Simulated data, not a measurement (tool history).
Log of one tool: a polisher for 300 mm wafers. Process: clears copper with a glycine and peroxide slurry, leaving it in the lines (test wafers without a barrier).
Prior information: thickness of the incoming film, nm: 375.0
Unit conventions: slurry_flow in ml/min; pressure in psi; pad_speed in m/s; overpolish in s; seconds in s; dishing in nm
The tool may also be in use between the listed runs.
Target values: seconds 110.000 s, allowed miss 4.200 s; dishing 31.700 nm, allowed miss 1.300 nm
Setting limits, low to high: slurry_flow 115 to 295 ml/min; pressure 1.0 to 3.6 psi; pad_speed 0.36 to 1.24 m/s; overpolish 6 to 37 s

run  hour  slurry_flow  pressure  pad_speed  overpolish  seconds  dishing
  1   0.0          190       2.3       0.80          19   88.647   29.783
  2   3.4          190       2.8       0.80          19   75.730   32.449
  3   8.8          190       2.7       0.80          20   77.167   32.932
  4  15.5          190       2.6       0.80          21   80.395   32.904
  5  20.7          190       2.6       0.90          21   74.095   32.618
  6  26.0          190       2.5       0.88          22   77.403   34.013
  7  28.5          190       2.4       0.88          22   80.414   32.372
  8  34.5          190       2.3       0.86          23   83.655   33.156
  9  43.4          190       2.2       0.86          23   88.229   33.108
 10  47.6          190       2.1       0.86          23   89.775   32.831
 11  55.9          190       2.0       0.86          23   91.478   32.196
 12  63.8          190       1.9       0.86          23   98.433   31.397

Which one of the following 4 next-run settings gets every result inside its allowed miss? There is exactly one.
  A  71.7          160       1.4       1.06          22        ?        ?
  B  71.7          220       1.7       0.86          21        ?        ?
  C  71.7          125       2.4       0.64          25        ?        ?
  D  71.7          165       1.9       0.82          24        ?        ?

move  seconds  dishing
   A  107.180   28.660
   B  103.210   29.133
   C  110.050   31.294
   D  102.930   30.991
A: gets the furthest-off result to its target, but another result is out of tolerance
B: better than the last run, though not everything is in spec
C: each result inside its tolerance
D: better than the last run, though not everything is in spec
The move that meets every target is C.

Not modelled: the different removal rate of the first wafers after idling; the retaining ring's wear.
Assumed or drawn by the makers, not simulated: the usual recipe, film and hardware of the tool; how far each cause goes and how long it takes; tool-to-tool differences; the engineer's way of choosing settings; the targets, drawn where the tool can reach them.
